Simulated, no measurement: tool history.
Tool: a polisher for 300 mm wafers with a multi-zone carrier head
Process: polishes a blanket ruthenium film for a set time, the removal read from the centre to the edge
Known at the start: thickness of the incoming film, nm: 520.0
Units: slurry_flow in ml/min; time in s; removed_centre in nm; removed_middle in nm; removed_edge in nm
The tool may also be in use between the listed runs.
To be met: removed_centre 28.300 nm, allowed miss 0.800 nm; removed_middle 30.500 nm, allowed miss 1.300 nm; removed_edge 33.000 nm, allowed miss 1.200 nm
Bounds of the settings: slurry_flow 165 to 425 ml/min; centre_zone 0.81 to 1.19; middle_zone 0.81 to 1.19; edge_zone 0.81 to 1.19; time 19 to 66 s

run  hour  slurry_flow  centre_zone  middle_zone  edge_zone  time  removed_centre  removed_middle  removed_edge
  1   0.0          275         1.00         1.00       1.00    42          43.082          42.725        43.041
  2   8.8          330         1.00         1.00       1.00    42          43.549          42.480        43.885
  3  10.5          325         0.95         0.97       0.98    39          39.340          39.311        40.219
  4  12.7          325         0.95         0.97       0.94    39          39.695          39.321        39.859
  5  19.6          325         0.92         0.97       0.94    39          37.652          38.999        40.485
  6  28.3          320         0.89         0.95       0.92    36          33.409          35.423        36.040
  7  29.5          295         0.87         0.91       0.92    36          32.474          34.024        36.702
  8  33.7          290         0.85         0.90       0.90    35          31.128          33.800        34.626
  9  38.1          255         0.81         0.81       0.94    33          27.127          29.522        33.529

4 next moves are on the table. One of them brings every result within its allowed miss. Which?
  A  42.5          170         0.86         0.81       0.91    33               ?               ?             ?
  B  42.5          320         0.81         0.81       0.95    31               ?               ?             ?
  C  42.5          275         0.87         0.81       1.06    31               ?               ?             ?
  D  42.5          240         0.84         0.86       0.93    33               ?               ?             ?

move  removed_centre  removed_middle  removed_edge
   A          27.520          28.137        31.958
   B          26.550          28.576        32.167
   C          28.015          28.095        32.837
   D          28.281          30.265        33.210
A: brings the result that was furthest off to its target, and leaves another outside
B: further off than the last run
C: brings the result that was furthest off to its target, and leaves another outside
D: meets every target
Move D is the one to make.
